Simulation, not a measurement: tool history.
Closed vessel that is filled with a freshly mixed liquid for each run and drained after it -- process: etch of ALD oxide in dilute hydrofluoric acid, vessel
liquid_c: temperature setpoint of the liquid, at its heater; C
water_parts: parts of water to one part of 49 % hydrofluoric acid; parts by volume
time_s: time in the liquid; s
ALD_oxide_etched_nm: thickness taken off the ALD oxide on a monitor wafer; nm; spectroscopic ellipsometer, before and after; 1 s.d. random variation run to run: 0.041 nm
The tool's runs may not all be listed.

| run | day | liquid_c | water_parts | time_s | ALD_oxide_etched_nm |
|---|---|---|---|---|---|
| 1 | 0.000 | 22.0 | 290 | 290 | 11.4750 |
| 2 | 0.304 | 22.0 | 250 | 290 | 13.7240 |
| 3 | 0.517 | 21.5 | 265 | 290 | 12.7370 |
| 4 | 0.642 | 21.5 | 265 | 215 | 9.2491 |
| 5 | 0.796 | 21.0 | 265 | 215 | 9.1779 |
| 6 | 0.942 | 19.0 | 265 | 215 | 8.5838 |
| 7 | 1.196 | 19.0 | 270 | 215 | 8.3323 |
| 8 | 1.417 | 19.0 | 275 | 215 | 8.0960 |
| 9 | 1.529 | 19.0 | 275 | 215 | 8.1710 |

The next listed run, before its measurement:
| 10 | 1.892 | 19.0 | 280 | 215 | ? |

{"run 10": {"ALD_oxide_etched_nm": 7.9325}}
